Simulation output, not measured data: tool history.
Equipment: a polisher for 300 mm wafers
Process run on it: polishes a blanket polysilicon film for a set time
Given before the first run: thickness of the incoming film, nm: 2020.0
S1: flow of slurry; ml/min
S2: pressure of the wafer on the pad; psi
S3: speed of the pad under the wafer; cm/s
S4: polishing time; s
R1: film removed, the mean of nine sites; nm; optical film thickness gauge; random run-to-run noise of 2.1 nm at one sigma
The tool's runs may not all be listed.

Run 1, day 0.000: S1 305 ml/min, S2 3.0 psi, S3 126 cm/s, S4 39 s. Result: R1 375.10 nm.
Run 2, day 0.067: S1 305 ml/min, S2 3.0 psi, S3 140 cm/s, S4 39 s. Result: R1 416.18 nm.
Run 3, day 0.296: S1 300 ml/min, S2 2.8 psi, S3 140 cm/s, S4 39 s. Result: R1 389.72 nm.
Run 4, day 0.567: S1 300 ml/min, S2 2.6 psi, S3 140 cm/s, S4 39 s. Result: R1 358.42 nm.
Run 5, day 0.858: S1 240 ml/min, S2 2.6 psi, S3 140 cm/s, S4 39 s. Result: R1 351.90 nm.
Run 6, day 0.950: S1 200 ml/min, S2 2.6 psi, S3 140 cm/s, S4 39 s. Result: R1 348.72 nm.
Run 7, day 1.208: S1 200 ml/min, S2 2.3 psi, S3 140 cm/s, S4 39 s. Result: R1 307.40 nm.

Run 8 comes next. What will it give?
Run 8, day 1.312: S1 205 ml/min, S2 2.3 psi, S3 140 cm/s, S4 39 s. Result: R1 ?.

R1: 302.21 nm
